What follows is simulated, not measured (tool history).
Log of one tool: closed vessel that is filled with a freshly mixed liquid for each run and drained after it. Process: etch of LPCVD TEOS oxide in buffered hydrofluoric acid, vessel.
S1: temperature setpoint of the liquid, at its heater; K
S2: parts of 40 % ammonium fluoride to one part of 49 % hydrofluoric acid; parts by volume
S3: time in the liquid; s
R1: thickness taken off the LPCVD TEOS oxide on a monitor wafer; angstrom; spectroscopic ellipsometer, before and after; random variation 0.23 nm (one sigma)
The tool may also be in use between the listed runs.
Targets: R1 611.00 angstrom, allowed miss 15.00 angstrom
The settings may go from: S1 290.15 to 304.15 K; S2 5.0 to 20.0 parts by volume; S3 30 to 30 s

run    day      S1    S2  S3      R1
  1  0.000  296.15  12.0  30  518.15
  2  0.104  297.15  12.0  30  545.80
  3  0.158  297.15  14.0  30  469.58
  4  0.529  298.65  14.0  30  509.71
  5  0.708  298.65  14.0  30  507.87
  6  0.892  298.65  14.0  30  511.23
  7  1.242  299.65  14.0  30  537.68
  8  1.571  300.15  14.0  30  553.79
  9  1.742  300.65  14.0  30  571.05
 10  1.783  301.15  14.0  30  584.12

4 next moves are on the table. One of them brings every result within its allowed miss. Which?
  A  1.825  300.15  13.5  30   ?
  B  1.825  300.65  14.0  30   ?
  C  1.825  303.15  15.0  30   ?
  D  1.825  301.65  14.5  30   ?

move      R1
   A  569.93
   B  564.88
   C  602.72
   D  575.62
A: further off than the last run
B: further off than the last run
C: meets every target
D: further off than the last run
Answer: C
